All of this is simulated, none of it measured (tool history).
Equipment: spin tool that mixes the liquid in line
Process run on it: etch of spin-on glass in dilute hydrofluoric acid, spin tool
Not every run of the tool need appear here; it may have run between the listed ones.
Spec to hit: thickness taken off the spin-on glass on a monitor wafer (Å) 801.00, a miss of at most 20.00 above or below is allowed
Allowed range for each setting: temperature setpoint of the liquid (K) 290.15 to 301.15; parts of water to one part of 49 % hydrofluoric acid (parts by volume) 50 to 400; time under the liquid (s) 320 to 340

run	day	temperature setpoint of the liquid (K)	parts of water to one part of 49 % hydrofluoric acid (parts by volume)	time under the liquid (s)	thickness taken off the spin-on glass on a monitor wafer (Å)
1	0.000	293.15	225	320	642.52
2	0.150	291.65	225	320	599.69
3	0.329	292.65	225	320	621.57
4	0.392	292.65	225	340	652.68
5	0.642	292.65	225	320	625.83
6	0.862	293.65	225	320	645.03
7	1.117	294.65	225	320	679.58
8	1.162	295.15	225	320	684.13
9	1.317	295.15	225	320	683.94
10	1.421	295.65	225	320	697.85
11	1.538	296.15	225	320	704.65
12	1.825	296.65	225	320	726.88

Exactly one of the 4 candidate moves below puts every result within its allowed miss. Which one?
A	2.112	299.15	230	330	?
B	2.112	295.65	230	320	?
C	2.112	296.15	225	340	?
D	2.112	295.65	200	340	?

move	thickness taken off the spin-on glass on a monitor wafer (Å)
A	796.80
B	680.83
C	757.03
D	857.81
A: each result inside its tolerance
B: lands further from the targets than the last run did
C: closes in on the targets versus the last run, not all within tolerance yet
D: takes the result that was furthest off past its target
Answer: A
